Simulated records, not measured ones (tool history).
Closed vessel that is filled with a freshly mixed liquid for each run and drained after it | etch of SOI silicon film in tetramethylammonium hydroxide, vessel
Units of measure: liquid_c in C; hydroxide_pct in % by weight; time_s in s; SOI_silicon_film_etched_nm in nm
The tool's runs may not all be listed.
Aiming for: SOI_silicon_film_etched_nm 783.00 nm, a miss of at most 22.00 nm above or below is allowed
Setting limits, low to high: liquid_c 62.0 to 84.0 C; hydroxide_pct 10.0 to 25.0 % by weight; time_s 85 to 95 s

run,hour,liquid_c,hydroxide_pct,time_s,SOI_silicon_film_etched_nm
1,0.0,75.0,19.5,85,602.36
2,3.2,78.5,19.5,85,741.71
3,10.9,78.5,23.0,85,665.69
4,19.8,78.5,23.0,85,657.95
5,28.9,79.0,23.0,85,677.35
6,34.9,79.5,23.0,85,688.64
7,37.1,80.0,23.0,85,729.18
8,41.4,80.5,23.0,85,743.34

Next run, 5 choices. One meets every target within its allowed miss, the rest don't. Which?
A,45.7,81.0,24.0,85,?
B,45.7,80.0,22.5,95,?
C,45.7,80.0,24.0,90,?
D,45.7,80.5,22.5,95,?
E,45.7,82.5,24.0,85,?

move,SOI_silicon_film_etched_nm
A,721.19
B,823.37
C,722.55
D,846.47
E,783.08
A: further off than the last run
B: moves the result that the last run missed by most past its target, out the other side
C: further off than the last run
D: moves the result that the last run missed by most past its target, out the other side
E: hits every target within its allowed miss
Go with E: it meets all targets.
